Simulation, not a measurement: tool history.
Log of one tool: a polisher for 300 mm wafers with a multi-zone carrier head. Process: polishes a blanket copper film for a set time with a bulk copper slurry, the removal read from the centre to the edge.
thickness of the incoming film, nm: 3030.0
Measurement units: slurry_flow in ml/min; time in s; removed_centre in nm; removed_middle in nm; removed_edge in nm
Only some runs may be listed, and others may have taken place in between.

run    day  slurry_flow  centre_zone  middle_zone  edge_zone  slurry_solids  time  removed_centre  removed_middle  removed_edge
  1      0          320            1            1          1              1    62          664.05           633.2        657.07
  2  0.175          325            1         1.02       1.05           1.15    65          706.76          695.16        738.84
  3  0.238          325            1         0.96       1.05           1.15    65          707.69          690.51        740.44
  4  0.333          325            1         0.96       1.05           1.15    73          806.94          773.47        822.79
  5  0.538          325            1         0.96       1.05           1.15    83          915.14          862.84        947.66
  6  0.583          325            1         0.96       1.05           1.15    96          1069.9          1015.6        1086.9

The next listed run, before its measurement:
  7  0.792          315         0.96         0.93          1           1.05    96               ?               ?             ?

For run 7 the tool returned removed_centre 991.08 nm, removed_middle 953.86 nm, removed_edge 1039.8 nm.

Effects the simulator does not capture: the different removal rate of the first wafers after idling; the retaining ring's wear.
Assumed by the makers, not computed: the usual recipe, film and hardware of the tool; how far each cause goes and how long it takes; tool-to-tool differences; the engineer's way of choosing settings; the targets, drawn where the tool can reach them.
